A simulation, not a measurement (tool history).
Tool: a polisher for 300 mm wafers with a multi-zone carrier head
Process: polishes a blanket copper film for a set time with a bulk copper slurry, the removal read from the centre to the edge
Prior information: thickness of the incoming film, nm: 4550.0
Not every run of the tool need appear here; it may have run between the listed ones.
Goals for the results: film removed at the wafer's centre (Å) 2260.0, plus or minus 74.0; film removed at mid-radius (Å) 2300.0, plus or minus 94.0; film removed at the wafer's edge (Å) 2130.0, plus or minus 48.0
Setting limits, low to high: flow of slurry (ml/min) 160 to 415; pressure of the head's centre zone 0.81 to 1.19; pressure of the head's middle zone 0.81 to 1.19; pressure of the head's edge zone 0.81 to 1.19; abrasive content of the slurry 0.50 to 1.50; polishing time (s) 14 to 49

run,hour,flow of slurry (ml/min),pressure of the head's centre zone,pressure of the head's middle zone,pressure of the head's edge zone,abrasive content of the slurry,polishing time (s),film removed at the wafer's centre (Å),film removed at mid-radius (Å),film removed at the wafer's edge (Å)
1,0.0,265,1.00,1.00,1.00,1.00,31,2304.2,2466.2,2443.5
2,6.9,265,0.93,1.00,1.00,1.00,31,2140.6,2445.1,2470.9
3,10.2,260,0.95,0.99,0.96,0.95,31,2133.3,2392.2,2375.2
4,13.8,260,0.95,0.94,0.96,0.95,31,2120.6,2293.4,2372.3
5,18.5,260,1.00,0.94,0.96,0.95,31,2244.7,2327.3,2364.0
6,26.4,255,1.01,0.94,0.93,0.95,31,2295.5,2340.1,2317.6
7,32.5,255,1.01,0.94,0.93,0.95,31,2263.7,2345.2,2289.1
8,36.3,245,1.02,0.94,0.92,0.95,31,2253.4,2255.4,2280.5
# hour 41.4: slurry nozzle cleaned
9,41.4,245,1.02,0.95,0.90,0.95,31,2414.3,2469.0,2396.3
10,44.6,270,1.02,0.95,0.90,0.90,31,2411.5,2430.2,2372.7
11,51.6,255,1.03,0.96,0.89,0.85,31,2392.0,2391.3,2325.4
12,55.5,245,1.03,0.97,0.87,0.80,31,2402.1,2382.6,2267.7
13,61.1,235,1.03,0.98,0.86,0.80,31,2353.7,2353.9,2228.4
14,65.4,230,1.03,0.99,0.86,0.80,31,2326.2,2350.7,2218.5
15,66.0,225,1.03,1.00,0.86,0.80,31,2277.0,2428.6,2193.5
16,68.8,220,1.03,0.99,0.86,0.80,31,2286.3,2349.5,2205.2

Of the 4 settings listed for the next run, only one would bring every result within its allowed miss of target. Which one?
A,71.6,210,1.03,0.99,0.84,0.50,35,?,?,?
B,71.6,215,1.17,1.13,0.82,0.90,28,?,?,?
C,71.6,225,1.11,0.98,0.83,0.90,29,?,?,?
D,71.6,195,0.98,0.96,0.85,0.80,32,?,?,?

move,film removed at the wafer's centre (Å),film removed at mid-radius (Å),film removed at the wafer's edge (Å)
A,2302.3,2275.6,2138.1
B,2507.9,2414.2,2024.4
C,2482.5,2258.6,2122.4
D,2284.3,2321.3,2251.3
A: every result lands within tolerance
B: carries the result that was furthest off beyond its target, to the other side
C: corrects the largest miss of the last run, while another result sits out of spec
D: the biggest miss grows against the last run
The right move is A.

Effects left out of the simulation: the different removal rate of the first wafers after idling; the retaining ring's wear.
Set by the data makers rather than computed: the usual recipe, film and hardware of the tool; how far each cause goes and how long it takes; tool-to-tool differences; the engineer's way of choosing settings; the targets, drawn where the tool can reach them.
